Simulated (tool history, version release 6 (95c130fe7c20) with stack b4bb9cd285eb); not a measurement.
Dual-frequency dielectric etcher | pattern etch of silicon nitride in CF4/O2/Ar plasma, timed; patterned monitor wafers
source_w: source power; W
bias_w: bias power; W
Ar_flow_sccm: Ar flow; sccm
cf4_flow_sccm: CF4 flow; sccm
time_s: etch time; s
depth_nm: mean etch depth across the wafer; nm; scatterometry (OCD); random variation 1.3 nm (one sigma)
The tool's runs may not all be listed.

Run 1, hour 0.0: source_w 650 W, bias_w 60 W, Ar_flow_sccm 121 sccm, cf4_flow_sccm 109 sccm, time_s 76.5 s. Result: depth_nm 213.25 nm.
Run 2, hour 7.2: source_w 650 W, bias_w 51 W, Ar_flow_sccm 121 sccm, cf4_flow_sccm 109 sccm, time_s 76.5 s. Result: depth_nm 201.00 nm.
Run 3, hour 14.6: source_w 670 W, bias_w 51 W, Ar_flow_sccm 121 sccm, cf4_flow_sccm 109 sccm, time_s 76.5 s. Result: depth_nm 206.28 nm.
Run 4, hour 20.5: source_w 690 W, bias_w 51 W, Ar_flow_sccm 121 sccm, cf4_flow_sccm 109 sccm, time_s 76.5 s. Result: depth_nm 213.74 nm.
Run 5, hour 26.8: source_w 700 W, bias_w 51 W, Ar_flow_sccm 121 sccm, cf4_flow_sccm 109 sccm, time_s 76.5 s. Result: depth_nm 217.18 nm.
Run 6, hour 27.8: source_w 700 W, bias_w 51 W, Ar_flow_sccm 102 sccm, cf4_flow_sccm 109 sccm, time_s 76.5 s. Result: depth_nm 223.67 nm.
At hour 33.1: source power generator calibrated.
Run 7, hour 33.1: source_w 710 W, bias_w 51 W, Ar_flow_sccm 102 sccm, cf4_flow_sccm 109 sccm, time_s 76.5 s. Result: depth_nm 219.75 nm.

The next listed run, before its measurement:
Run 8, hour 42.1: source_w 720 W, bias_w 51 W, Ar_flow_sccm 102 sccm, cf4_flow_sccm 109 sccm, time_s 76.5 s. Result: depth_nm ?.

depth_nm: 220.09 nm
